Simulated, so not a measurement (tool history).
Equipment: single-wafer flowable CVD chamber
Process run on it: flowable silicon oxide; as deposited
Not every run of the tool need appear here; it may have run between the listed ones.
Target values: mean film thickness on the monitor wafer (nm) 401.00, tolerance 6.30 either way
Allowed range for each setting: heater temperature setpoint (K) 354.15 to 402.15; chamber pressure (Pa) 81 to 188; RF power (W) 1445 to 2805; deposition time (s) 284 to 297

| run | hour | heater temperature setpoint (K) | chamber pressure (Pa) | RF power (W) | deposition time (s) | mean film thickness on the monitor wafer (nm) |
|---|---|---|---|---|---|---|
| 1 | 0.0 | 378.15 | 135 | 2125 | 297 | 226.03 |
| 2 | 3.2 | 375.15 | 135 | 2125 | 297 | 254.73 |
| 3 | 4.6 | 375.15 | 135 | 2125 | 297 | 251.98 |
| 4 | 7.4 | 375.15 | 121 | 2125 | 297 | 229.78 |
| 5 | 13.7 | 375.15 | 137 | 2125 | 297 | 258.14 |
| 6 | 17.7 | 373.15 | 137 | 2125 | 297 | 278.96 |
| 7 | 23.5 | 373.15 | 137 | 2125 | 297 | 277.17 |
| 8 | 31.8 | 371.15 | 137 | 2125 | 297 | 301.35 |
| 9 | 32.9 | 370.15 | 137 | 2125 | 297 | 310.61 |
| 10 | 39.5 | 369.15 | 137 | 2125 | 297 | 325.36 |
| 11 | 47.4 | 368.15 | 137 | 2125 | 297 | 335.92 |
| 12 | 55.7 | 362.15 | 137 | 2125 | 297 | 415.45 |
|  | 56.3 | capacitance manometer re-zeroed and calibrated |
| 13 | 56.3 | 363.15 | 137 | 2125 | 297 | 384.52 |

Exercise: of the 5 proposed moves below, exactly one satisfies all targets within the stated allowed misses. Which move is it?
| A | 56.9 | 363.15 | 145 | 2000 | 297 | ? |
| B | 56.9 | 358.15 | 127 | 1945 | 297 | ? |
| C | 56.9 | 361.15 | 125 | 2005 | 297 | ? |
| D | 56.9 | 366.15 | 152 | 2125 | 296 | ? |
| E | 56.9 | 364.15 | 137 | 2035 | 297 | ? |

| move | mean film thickness on the monitor wafer (nm) |
|---|---|
| A | 401.72 |
| B | 414.85 |
| C | 373.60 |
| D | 380.02 |
| E | 370.32 |
A: all results land within tolerance of their targets
B: moves the result that the last run missed by most past its target, out the other side
C: misses by more than the last run did
D: misses by more than the last run did
E: misses by more than the last run did
A is the move that brings every result within its allowed miss.
